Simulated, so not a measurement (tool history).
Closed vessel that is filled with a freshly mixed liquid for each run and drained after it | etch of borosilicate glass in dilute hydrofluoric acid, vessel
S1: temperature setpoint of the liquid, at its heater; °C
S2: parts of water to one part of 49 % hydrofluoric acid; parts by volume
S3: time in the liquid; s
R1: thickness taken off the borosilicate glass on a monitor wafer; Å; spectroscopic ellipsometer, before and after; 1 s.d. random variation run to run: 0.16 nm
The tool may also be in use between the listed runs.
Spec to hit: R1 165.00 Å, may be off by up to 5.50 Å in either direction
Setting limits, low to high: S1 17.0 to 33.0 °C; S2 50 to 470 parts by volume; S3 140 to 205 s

run,hour,S1,S2,S3,R1
1,0.0,25.0,260,205,209.28
2,3.9,23.0,260,205,191.13
3,7.5,23.0,260,205,192.94
4,12.9,22.0,260,205,186.42
# hour 19.6: thermometer replaced
5,19.6,22.0,205,205,238.28
6,25.0,19.5,205,205,211.72
7,33.4,19.0,215,205,200.33
8,42.3,18.5,220,205,189.49
9,47.7,18.0,225,205,183.82
10,51.5,18.0,230,205,177.42

Exercise: of the 4 proposed moves below, exactly one satisfies all targets within the stated allowed misses. Which move is it?
A,55.3,18.5,220,205,?
B,55.3,22.5,250,205,?
C,55.3,19.0,250,205,?
D,55.3,18.5,205,205,?

move,R1
A,188.63
B,187.49
C,164.60
D,205.29
A: further off than the last run
B: further off than the last run
C: all results in spec
D: further off than the last run
Correct choice: C, which meets every target
